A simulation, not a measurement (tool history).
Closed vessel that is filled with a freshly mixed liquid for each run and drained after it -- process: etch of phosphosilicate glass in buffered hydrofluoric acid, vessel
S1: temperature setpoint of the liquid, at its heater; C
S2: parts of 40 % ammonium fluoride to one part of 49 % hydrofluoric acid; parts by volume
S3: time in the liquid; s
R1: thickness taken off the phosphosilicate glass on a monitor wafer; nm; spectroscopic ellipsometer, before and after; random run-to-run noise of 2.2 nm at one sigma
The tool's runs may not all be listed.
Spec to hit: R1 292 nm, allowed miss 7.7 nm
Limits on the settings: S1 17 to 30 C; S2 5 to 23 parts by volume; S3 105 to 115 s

{"run": 1, "hour": 0.0, "S1": 22, "S2": 14, "S3": 105, "R1": 219.67}
{"run": 2, "hour": 6.1, "S1": 23.5, "S2": 14, "S3": 105, "R1": 237.25}
{"run": 3, "hour": 12.3, "S1": 23.5, "S2": 14, "S3": 115, "R1": 259.1}
{"run": 4, "hour": 20.5, "S1": 23.5, "S2": 14, "S3": 105, "R1": 234.86}
{"run": 5, "hour": 25.9, "S1": 24.5, "S2": 14, "S3": 105, "R1": 247.11}
{"run": 6, "hour": 27.6, "S1": 21, "S2": 14, "S3": 105, "R1": 205.68}
{"run": 7, "hour": 33.9, "S1": 23, "S2": 14, "S3": 105, "R1": 228.52}
{"run": 8, "hour": 40.7, "S1": 24.5, "S2": 14, "S3": 105, "R1": 252.69}
{"run": 9, "hour": 49.3, "S1": 25, "S2": 14, "S3": 105, "R1": 257.11}
{"run": 10, "hour": 56.4, "S1": 25.5, "S2": 14, "S3": 105, "R1": 266.45}
{"run": 11, "hour": 65.4, "S1": 26, "S2": 14, "S3": 105, "R1": 271.86}
{"run": 12, "hour": 71.3, "S1": 26.5, "S2": 14, "S3": 105, "R1": 278.86}

Exercise: of the 5 proposed moves below, exactly one satisfies all targets within the stated allowed misses. Which move is it?
{"run": "A", "hour": 77.2, "S1": 28.5, "S2": 14, "S3": 105, "R1": "?"}
{"run": "B", "hour": 77.2, "S1": 23, "S2": 11.5, "S3": 110, "R1": "?"}
{"run": "C", "hour": 77.2, "S1": 26.5, "S2": 15, "S3": 105, "R1": "?"}
{"run": "D", "hour": 77.2, "S1": 29.5, "S2": 17.5, "S3": 110, "R1": "?"}
{"run": "E", "hour": 77.2, "S1": 23.5, "S2": 12, "S3": 105, "R1": "?"}

move=A R1=311.71
move=B R1=294.19
move=C R1=261.81
move=D R1=276.6
move=E R1=276.86
A: moves the result that the last run missed by most past its target, out the other side
B: all results in spec
C: further off than the last run
D: further off than the last run
E: further off than the last run
Move B is the one to make.
